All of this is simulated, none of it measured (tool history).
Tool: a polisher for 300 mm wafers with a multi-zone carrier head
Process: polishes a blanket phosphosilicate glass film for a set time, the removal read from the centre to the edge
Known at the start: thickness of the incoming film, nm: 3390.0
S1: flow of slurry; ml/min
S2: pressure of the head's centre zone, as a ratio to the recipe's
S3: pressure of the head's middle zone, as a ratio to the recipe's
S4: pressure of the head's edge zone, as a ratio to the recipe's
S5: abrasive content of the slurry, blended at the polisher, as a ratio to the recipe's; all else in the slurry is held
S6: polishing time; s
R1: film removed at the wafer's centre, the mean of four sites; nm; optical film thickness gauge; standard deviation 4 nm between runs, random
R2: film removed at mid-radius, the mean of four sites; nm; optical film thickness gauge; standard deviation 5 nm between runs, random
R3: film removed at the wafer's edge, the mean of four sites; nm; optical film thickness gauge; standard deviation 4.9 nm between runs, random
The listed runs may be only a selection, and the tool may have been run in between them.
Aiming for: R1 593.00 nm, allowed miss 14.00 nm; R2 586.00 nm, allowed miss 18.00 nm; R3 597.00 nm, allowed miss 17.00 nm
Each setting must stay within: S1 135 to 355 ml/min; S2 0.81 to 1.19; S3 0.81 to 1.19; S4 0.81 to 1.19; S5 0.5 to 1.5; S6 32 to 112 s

run 1 hour=0.0 | S1=225 S2=1.00 S3=1.00 S4=1.00 S5=1.0 S6=72 | R1=919.11 R2=895.33 R3=922.13
run 2 hour=7.3 | S1=225 S2=1.00 S3=0.94 S4=1.00 S5=1.0 S6=72 | R1=916.71 R2=854.94 R3=927.91
run 3 hour=8.9 | S1=225 S2=1.00 S3=0.94 S4=0.94 S5=1.0 S6=72 | R1=908.07 R2=842.33 R3=897.55
run 4 hour=10.7 | S1=220 S2=0.99 S3=0.94 S4=0.92 S5=0.9 S6=70 | R1=823.93 R2=783.11 R3=823.40
run 5 hour=16.4 | S1=220 S2=0.99 S3=0.94 S4=0.90 S5=0.8 S6=69 | R1=760.77 R2=723.75 R3=739.11
run 6 hour=19.6 | S1=220 S2=0.99 S3=0.94 S4=0.90 S5=0.7 S6=69 | R1=703.84 R2=665.34 R3=676.19
run 7 hour=22.2 | S1=175 S2=0.90 S3=0.89 S4=0.81 S5=0.6 S6=69 | R1=575.84 R2=562.02 R3=570.97
run 8 hour=28.5 | S1=185 S2=0.90 S3=0.89 S4=0.82 S5=0.6 S6=69 | R1=583.52 R2=566.63 R3=583.74
run 9 hour=34.2 | S1=190 S2=0.90 S3=0.89 S4=0.82 S5=0.6 S6=69 | R1=586.85 R2=566.27 R3=578.15

Consider the 4 candidate settings below. Which is the only one whose results all fall within their allowed miss of target?
run A hour=39.9 | S1=235 S2=0.88 S3=0.90 S4=0.83 S5=0.6 S6=70 | R1=? R2=? R3=?
run B hour=39.9 | S1=135 S2=0.90 S3=0.85 S4=0.93 S5=0.6 S6=72 | R1=? R2=? R3=?
run C hour=39.9 | S1=180 S2=0.96 S3=0.97 S4=0.81 S5=0.6 S6=67 | R1=? R2=? R3=?
run D hour=39.9 | S1=190 S2=0.94 S3=0.94 S4=0.81 S5=0.6 S6=68 | R1=? R2=? R3=?

move=A R1=597.42 R2=590.45 R3=604.52
move=B R1=577.60 R2=542.43 R3=623.36
move=C R1=586.03 R2=582.01 R3=559.37
move=D R1=590.61 R2=579.82 R3=570.66
A: all results in spec
B: takes the biggest miss from the last run beyond its target
C: its largest miss is bigger than the last run's
D: its largest miss is bigger than the last run's
Go with A: it meets all targets.
